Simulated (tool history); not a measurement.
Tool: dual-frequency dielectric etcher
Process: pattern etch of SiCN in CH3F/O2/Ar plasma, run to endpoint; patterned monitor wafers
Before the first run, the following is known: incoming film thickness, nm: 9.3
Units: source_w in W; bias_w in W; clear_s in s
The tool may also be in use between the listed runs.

run	hour	source_w	bias_w	clear_s
1	0	300	83	25.308
2	6.2	300	70	27.906
3	7.7	300	58	30.609
4	16	260	58	33.056
5	23.1	310	64	28.966
6	26.4	340	70	26.193
7	31	360	74	24.672

Run 8 comes next. What will it give?
8	31.7	380	77	?

{"run 8": {"clear_s": 23.864}}
